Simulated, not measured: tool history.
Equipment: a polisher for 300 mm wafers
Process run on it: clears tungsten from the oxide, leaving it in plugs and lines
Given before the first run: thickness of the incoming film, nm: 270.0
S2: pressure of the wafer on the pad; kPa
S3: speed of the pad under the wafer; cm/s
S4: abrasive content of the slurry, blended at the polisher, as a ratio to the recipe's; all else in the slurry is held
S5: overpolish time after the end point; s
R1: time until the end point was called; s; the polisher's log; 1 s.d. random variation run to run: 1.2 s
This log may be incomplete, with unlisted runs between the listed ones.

Run 1, hour 0.0: flow of slurry (ml/min) 245, S2 22.8 kPa, S3 86 cm/s, S4 1.0, S5 6 s. Result: R1 69.716 s.
Run 2, hour 8.5: flow of slurry (ml/min) 245, S2 18.6 kPa, S3 82 cm/s, S4 1.0, S5 6 s. Result: R1 87.616 s.
Run 3, hour 10.6: flow of slurry (ml/min) 245, S2 15.9 kPa, S3 80 cm/s, S4 1.0, S5 6 s. Result: R1 103.100 s.
Run 4, hour 13.8: flow of slurry (ml/min) 245, S2 15.9 kPa, S3 80 cm/s, S4 1.0, S5 6 s. Result: R1 102.700 s.
Run 5, hour 16.9: flow of slurry (ml/min) 245, S2 15.9 kPa, S3 80 cm/s, S4 1.0, S5 6 s. Result: R1 102.230 s.
Run 6, hour 20.2: flow of slurry (ml/min) 245, S2 13.8 kPa, S3 80 cm/s, S4 1.0, S5 6 s. Result: R1 114.200 s.

Run 7, settings as shown, results not yet in. Your forecast:
Run 7, hour 28.8: flow of slurry (ml/min) 240, S2 10.3 kPa, S3 80 cm/s, S4 1.0, S5 6 s. Result: R1 ?.

R1: 144.890 s
